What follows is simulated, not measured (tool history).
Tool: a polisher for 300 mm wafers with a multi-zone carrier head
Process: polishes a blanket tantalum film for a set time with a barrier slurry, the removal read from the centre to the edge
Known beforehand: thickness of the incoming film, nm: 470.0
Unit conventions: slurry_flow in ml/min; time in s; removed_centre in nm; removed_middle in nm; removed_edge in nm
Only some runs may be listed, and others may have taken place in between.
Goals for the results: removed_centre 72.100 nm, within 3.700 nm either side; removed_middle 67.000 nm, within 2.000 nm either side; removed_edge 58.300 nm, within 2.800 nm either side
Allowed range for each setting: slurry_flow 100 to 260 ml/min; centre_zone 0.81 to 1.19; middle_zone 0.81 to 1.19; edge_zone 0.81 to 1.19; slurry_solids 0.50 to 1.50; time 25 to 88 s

run 1 hour=0.0 | slurry_flow=165 centre_zone=1.00 middle_zone=1.00 edge_zone=1.00 slurry_solids=1.00 time=56 | removed_centre=86.087 removed_middle=83.038 removed_edge=85.432
run 2 hour=1.8 | slurry_flow=165 centre_zone=1.02 middle_zone=1.02 edge_zone=0.96 slurry_solids=0.90 time=54 | removed_centre=84.288 removed_middle=77.636 removed_edge=79.555
run 3 hour=4.1 | slurry_flow=165 centre_zone=0.97 middle_zone=1.02 edge_zone=0.96 slurry_solids=0.90 time=54 | removed_centre=80.055 removed_middle=79.090 removed_edge=79.731
run 4 hour=6.8 | slurry_flow=180 centre_zone=0.97 middle_zone=1.02 edge_zone=0.96 slurry_solids=0.90 time=54 | removed_centre=81.635 removed_middle=79.580 removed_edge=78.469
run 5 hour=11.0 | slurry_flow=200 centre_zone=0.96 middle_zone=1.03 edge_zone=0.93 slurry_solids=0.80 time=52 | removed_centre=72.177 removed_middle=75.148 removed_edge=73.512
run 6 hour=19.6 | slurry_flow=200 centre_zone=0.96 middle_zone=1.03 edge_zone=0.88 slurry_solids=0.80 time=52 | removed_centre=76.062 removed_middle=75.809 removed_edge=74.763
run 7 hour=22.1 | slurry_flow=210 centre_zone=1.01 middle_zone=1.07 edge_zone=0.86 slurry_solids=0.75 time=50 | removed_centre=75.544 removed_middle=74.673 removed_edge=69.478
run 8 hour=28.7 | slurry_flow=210 centre_zone=1.04 middle_zone=1.09 edge_zone=0.85 slurry_solids=0.70 time=49 | removed_centre=75.506 removed_middle=72.413 removed_edge=65.724
run 9 hour=34.3 | slurry_flow=205 centre_zone=1.05 middle_zone=1.10 edge_zone=0.84 slurry_solids=0.65 time=49 | removed_centre=71.379 removed_middle=71.734 removed_edge=64.330
run 10 hour=38.6 | slurry_flow=205 centre_zone=1.08 middle_zone=1.10 edge_zone=0.83 slurry_solids=0.60 time=49 | removed_centre=72.983 removed_middle=70.019 removed_edge=60.943
run 11 hour=44.2 | slurry_flow=205 centre_zone=1.08 middle_zone=1.10 edge_zone=0.83 slurry_solids=0.60 time=49 | removed_centre=75.259 removed_middle=69.893 removed_edge=63.566
run 12 hour=52.7 | slurry_flow=205 centre_zone=1.09 middle_zone=1.11 edge_zone=0.83 slurry_solids=0.60 time=49 | removed_centre=73.658 removed_middle=71.769 removed_edge=62.014
run 13 hour=59.5 | slurry_flow=200 centre_zone=1.10 middle_zone=1.10 edge_zone=0.83 slurry_solids=0.60 time=49 | removed_centre=75.783 removed_middle=71.101 removed_edge=61.263

5 candidate next runs follow, results not yet known. Just one meets every target within its allowed miss. Identify it.
run A hour=66.3 | slurry_flow=140 centre_zone=1.15 middle_zone=1.13 edge_zone=0.81 slurry_solids=0.90 time=43 | removed_centre=? removed_middle=? removed_edge=?
run B hour=66.3 | slurry_flow=175 centre_zone=1.01 middle_zone=1.03 edge_zone=0.89 slurry_solids=0.50 time=52 | removed_centre=? removed_middle=? removed_edge=?
run C hour=66.3 | slurry_flow=180 centre_zone=1.04 middle_zone=1.14 edge_zone=0.96 slurry_solids=0.55 time=53 | removed_centre=? removed_middle=? removed_edge=?
run D hour=66.3 | slurry_flow=205 centre_zone=1.05 middle_zone=1.15 edge_zone=0.87 slurry_solids=0.50 time=54 | removed_centre=? removed_middle=? removed_edge=?
run E hour=66.3 | slurry_flow=170 centre_zone=1.08 middle_zone=1.06 edge_zone=0.91 slurry_solids=0.60 time=51 | removed_centre=? removed_middle=? removed_edge=?

move=A removed_centre=70.664 removed_middle=66.529 removed_edge=56.776
move=B removed_centre=66.242 removed_middle=65.494 removed_edge=61.964
move=C removed_centre=71.839 removed_middle=75.100 removed_edge=66.806
move=D removed_centre=73.271 removed_middle=76.285 removed_edge=64.717
move=E removed_centre=72.916 removed_middle=69.043 removed_edge=64.320
A: in spec on every target
B: corrects the largest miss of the last run, while another result sits out of spec
C: its largest miss is bigger than the last run's
D: its largest miss is bigger than the last run's
E: neither nearer nor further off than the last run
So the answer is move A, the one that meets all the targets.

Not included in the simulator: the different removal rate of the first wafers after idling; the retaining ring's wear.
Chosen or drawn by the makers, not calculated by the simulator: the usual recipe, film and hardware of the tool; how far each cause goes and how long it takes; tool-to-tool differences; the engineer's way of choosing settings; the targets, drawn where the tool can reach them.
